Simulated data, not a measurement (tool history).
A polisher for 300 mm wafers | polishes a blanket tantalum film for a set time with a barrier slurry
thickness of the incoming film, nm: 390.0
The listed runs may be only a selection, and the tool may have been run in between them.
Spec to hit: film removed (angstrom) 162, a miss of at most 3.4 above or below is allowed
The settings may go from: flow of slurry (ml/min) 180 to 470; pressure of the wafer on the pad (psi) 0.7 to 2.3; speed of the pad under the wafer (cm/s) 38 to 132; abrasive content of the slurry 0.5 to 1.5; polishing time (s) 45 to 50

| run | hour | flow of slurry (ml/min) | pressure of the wafer on the pad (psi) | speed of the pad under the wafer (cm/s) | abrasive content of the slurry | polishing time (s) | film removed (angstrom) |
|---|---|---|---|---|---|---|---|
| 1 | 0 | 300 | 1.5 | 84 | 1 | 50 | 469.87 |
| 2 | 1.9 | 300 | 1.4 | 78 | 1 | 50 | 417.12 |
| 3 | 3.7 | 300 | 1.3 | 72 | 0.95 | 50 | 356.24 |
| 4 | 8.5 | 300 | 1.2 | 68 | 0.95 | 50 | 315.17 |
| 5 | 16.7 | 300 | 1.1 | 64 | 0.95 | 50 | 278.82 |
| 6 | 20.5 | 300 | 0.9 | 64 | 0.95 | 50 | 230.44 |
| 7 | 23.9 | 300 | 0.9 | 62 | 0.95 | 50 | 224.79 |
| 8 | 32.2 | 300 | 0.9 | 60 | 0.95 | 50 | 218.9 |
| 9 | 37.2 | 300 | 0.9 | 58 | 0.95 | 50 | 212.82 |
| 10 | 45.5 | 300 | 0.9 | 58 | 0.95 | 50 | 213.54 |
| 11 | 48.7 | 300 | 0.9 | 56 | 0.95 | 50 | 208.28 |
| 12 | 54.3 | 290 | 0.8 | 52 | 0.95 | 50 | 177.31 |
| 13 | 56.9 | 280 | 0.8 | 52 | 0.95 | 50 | 174.37 |
| 14 | 62.2 | 275 | 0.8 | 52 | 0.95 | 50 | 174.26 |
| 15 | 64.9 | 270 | 0.8 | 52 | 0.95 | 50 | 173.41 |
| 16 | 71.1 | 265 | 0.8 | 52 | 0.95 | 50 | 173.34 |
| 17 | 77.8 | 250 | 0.7 | 52 | 0.95 | 50 | 152.53 |
| 18 | 78.6 | 255 | 0.7 | 52 | 0.95 | 50 | 154.53 |
| 19 | 80.4 | 300 | 0.8 | 52 | 0.95 | 50 | 177.14 |
| 20 | 81 | 290 | 0.8 | 52 | 0.95 | 50 | 175.68 |

Next run, 4 choices. One meets every target within its allowed miss, the rest don't. Which?
| A | 81.6 | 205 | 0.8 | 58 | 0.75 | 47 | ? |
| B | 81.6 | 260 | 1 | 40 | 1.1 | 46 | ? |
| C | 81.6 | 200 | 0.8 | 50 | 1.3 | 45 | ? |
| D | 81.6 | 320 | 0.8 | 50 | 0.9 | 45 | ? |

| move | film removed (angstrom) |
|---|---|
| A | 162.67 |
| B | 168.39 |
| C | 155.08 |
| D | 152.84 |
A: every result within its allowed miss
B: closer than the last run, but not yet in spec
C: the result that was furthest off in the last run now lies on the other side of its target
D: the result that was furthest off in the last run now lies on the other side of its target
Answer: A
